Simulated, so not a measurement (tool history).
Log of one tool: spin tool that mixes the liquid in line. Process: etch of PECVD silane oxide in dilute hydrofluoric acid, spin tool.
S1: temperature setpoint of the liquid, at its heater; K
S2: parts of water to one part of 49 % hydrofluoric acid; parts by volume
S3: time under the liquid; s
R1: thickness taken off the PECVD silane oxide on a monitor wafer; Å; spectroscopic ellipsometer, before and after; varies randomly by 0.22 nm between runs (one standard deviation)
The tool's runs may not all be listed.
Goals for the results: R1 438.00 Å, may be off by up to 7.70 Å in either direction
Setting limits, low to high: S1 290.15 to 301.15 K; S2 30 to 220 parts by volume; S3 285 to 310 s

{"run": 1, "day": 0.0, "S1": 293.15, "S2": 125, "S3": 285, "R1": 309.95}
{"run": 2, "day": 0.158, "S1": 295.15, "S2": 125, "S3": 285, "R1": 333.08}
{"run": 3, "day": 0.288, "S1": 295.15, "S2": 145, "S3": 285, "R1": 282.16}
{"run": 4, "day": 0.317, "S1": 293.15, "S2": 145, "S3": 285, "R1": 262.89}
{"day": 0.488, "done": "thermometer replaced"}
{"run": 5, "day": 0.488, "S1": 295.15, "S2": 140, "S3": 285, "R1": 281.35}
{"run": 6, "day": 0.729, "S1": 296.65, "S2": 130, "S3": 285, "R1": 319.27}
{"run": 7, "day": 0.867, "S1": 297.65, "S2": 125, "S3": 285, "R1": 352.93}
{"run": 8, "day": 0.938, "S1": 298.65, "S2": 120, "S3": 285, "R1": 378.34}

Of the 4 settings listed for the next run, only one would bring every result within its allowed miss of target. Which one?
{"run": "A", "day": 1.008, "S1": 298.65, "S2": 115, "S3": 310, "R1": "?"}
{"run": "B", "day": 1.008, "S1": 301.15, "S2": 125, "S3": 290, "R1": "?"}
{"run": "C", "day": 1.008, "S1": 296.15, "S2": 135, "S3": 295, "R1": "?"}
{"run": "D", "day": 1.008, "S1": 299.65, "S2": 115, "S3": 310, "R1": "?"}

move=A R1=434.02
move=B R1=405.61
move=C R1=311.78
move=D R1=451.04
A: each result inside its tolerance
B: nearer the targets than the last run, but a result is still out of spec
C: misses by more than the last run did
D: pushes the last run's worst result past its target
Move A is the one to make.
